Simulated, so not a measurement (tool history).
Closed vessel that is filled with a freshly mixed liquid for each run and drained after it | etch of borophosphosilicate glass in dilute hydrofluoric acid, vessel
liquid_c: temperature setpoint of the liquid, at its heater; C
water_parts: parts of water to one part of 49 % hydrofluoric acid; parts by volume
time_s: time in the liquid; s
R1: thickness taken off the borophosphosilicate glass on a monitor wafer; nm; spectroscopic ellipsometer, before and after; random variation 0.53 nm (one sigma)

{"run": 1, "day": 0.0, "liquid_c": 25, "water_parts": 265, "time_s": 365, "R1": 47.446}
{"run": 2, "day": 0.05, "liquid_c": 25, "water_parts": 265, "time_s": 390, "R1": 51.434}
{"run": 3, "day": 0.308, "liquid_c": 26, "water_parts": 265, "time_s": 390, "R1": 52.699}
{"run": 4, "day": 0.362, "liquid_c": 27, "water_parts": 265, "time_s": 390, "R1": 54.736}
{"run": 5, "day": 0.621, "liquid_c": 27, "water_parts": 325, "time_s": 390, "R1": 41.743}
{"run": 6, "day": 0.975, "liquid_c": 28, "water_parts": 315, "time_s": 390, "R1": 46.034}
{"run": 7, "day": 1.017, "liquid_c": 29, "water_parts": 310, "time_s": 390, "R1": 48.134}

Forecast run 8:
{"day": 1.067, "done": "thermometer replaced"}
{"run": 8, "day": 1.067, "liquid_c": 29, "water_parts": 310, "time_s": 390, "R1": "?"}

R1: 51.481 nm

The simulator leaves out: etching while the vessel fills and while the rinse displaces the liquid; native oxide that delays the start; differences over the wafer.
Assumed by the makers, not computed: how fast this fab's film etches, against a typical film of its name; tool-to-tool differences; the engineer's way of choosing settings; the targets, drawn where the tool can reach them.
